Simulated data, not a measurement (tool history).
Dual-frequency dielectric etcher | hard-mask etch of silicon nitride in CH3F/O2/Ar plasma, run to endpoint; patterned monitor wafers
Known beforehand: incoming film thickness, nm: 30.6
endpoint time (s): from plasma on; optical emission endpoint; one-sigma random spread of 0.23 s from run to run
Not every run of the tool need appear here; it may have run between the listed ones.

run,day,source power (W),bias power (W),endpoint time (s)
1,0.000,470,59,41.951
2,0.083,500,60,41.197
3,0.146,420,60,43.399
4,0.267,500,60,40.992
5,0.400,530,61,40.045
6,0.462,550,62,39.436

Expected results for the next run?
7,0.800,570,63,?

For run 7 the tool returned endpoint time (s) 38.644.
